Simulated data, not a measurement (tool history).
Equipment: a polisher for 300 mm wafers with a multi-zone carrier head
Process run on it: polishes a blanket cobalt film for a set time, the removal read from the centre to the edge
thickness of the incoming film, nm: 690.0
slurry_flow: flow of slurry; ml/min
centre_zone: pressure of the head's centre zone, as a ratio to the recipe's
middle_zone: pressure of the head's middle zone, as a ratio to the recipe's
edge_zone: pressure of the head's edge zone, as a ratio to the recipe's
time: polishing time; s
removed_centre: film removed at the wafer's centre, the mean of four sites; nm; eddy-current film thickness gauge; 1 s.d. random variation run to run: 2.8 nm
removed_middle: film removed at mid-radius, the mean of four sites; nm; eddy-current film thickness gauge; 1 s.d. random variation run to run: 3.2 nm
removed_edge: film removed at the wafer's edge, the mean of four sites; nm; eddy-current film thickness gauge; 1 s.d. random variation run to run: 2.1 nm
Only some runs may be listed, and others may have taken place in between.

{"run": 1, "hour": 0.0, "slurry_flow": 295, "centre_zone": 1, "middle_zone": 1, "edge_zone": 1, "time": 59, "removed_centre": 242.01, "removed_middle": 246.07, "removed_edge": 254.66}
{"run": 2, "hour": 4.9, "slurry_flow": 295, "centre_zone": 1, "middle_zone": 1, "edge_zone": 1.04, "time": 59, "removed_centre": 238.63, "removed_middle": 250.28, "removed_edge": 261.32}
{"run": 3, "hour": 8.8, "slurry_flow": 300, "centre_zone": 1.01, "middle_zone": 1.02, "edge_zone": 1.04, "time": 59, "removed_centre": 240.02, "removed_middle": 248.87, "removed_edge": 261.59}
{"run": 4, "hour": 10.0, "slurry_flow": 300, "centre_zone": 1.01, "middle_zone": 1.04, "edge_zone": 1.02, "time": 60, "removed_centre": 251.33, "removed_middle": 260.37, "removed_edge": 260.65}
{"run": 5, "hour": 11.3, "slurry_flow": 300, "centre_zone": 1.01, "middle_zone": 1.04, "edge_zone": 1.02, "time": 70, "removed_centre": 290.86, "removed_middle": 301.17, "removed_edge": 304.18}
{"hour": 14.7, "done": "edge zone pressure recalibrated"}
{"run": 6, "hour": 14.7, "slurry_flow": 300, "centre_zone": 0.98, "middle_zone": 1.04, "edge_zone": 1.02, "time": 70, "removed_centre": 283.62, "removed_middle": 299.84, "removed_edge": 292.33}
{"run": 7, "hour": 16.4, "slurry_flow": 290, "centre_zone": 0.94, "middle_zone": 1.01, "edge_zone": 0.92, "time": 71, "removed_centre": 275.7, "removed_middle": 298.38, "removed_edge": 279.57}
{"run": 8, "hour": 21.3, "slurry_flow": 290, "centre_zone": 0.94, "middle_zone": 1.01, "edge_zone": 0.91, "time": 71, "removed_centre": 273.17, "removed_middle": 293.32, "removed_edge": 280.45}
{"run": 9, "hour": 22.9, "slurry_flow": 290, "centre_zone": 0.94, "middle_zone": 1.02, "edge_zone": 0.9, "time": 71, "removed_centre": 276.86, "removed_middle": 295.73, "removed_edge": 274.44}
{"run": 10, "hour": 23.5, "slurry_flow": 290, "centre_zone": 0.94, "middle_zone": 1.02, "edge_zone": 0.89, "time": 71, "removed_centre": 270.85, "removed_middle": 300.91, "removed_edge": 279.7}

Expected results for the next run?
{"run": 11, "hour": 24.3, "slurry_flow": 290, "centre_zone": 0.96, "middle_zone": 1.03, "edge_zone": 0.88, "time": 70, "removed_centre": "?", "removed_middle": "?", "removed_edge": "?"}

Run 11 measured removed_centre 276.11 nm, removed_middle 297.77 nm, removed_edge 271.83 nm.
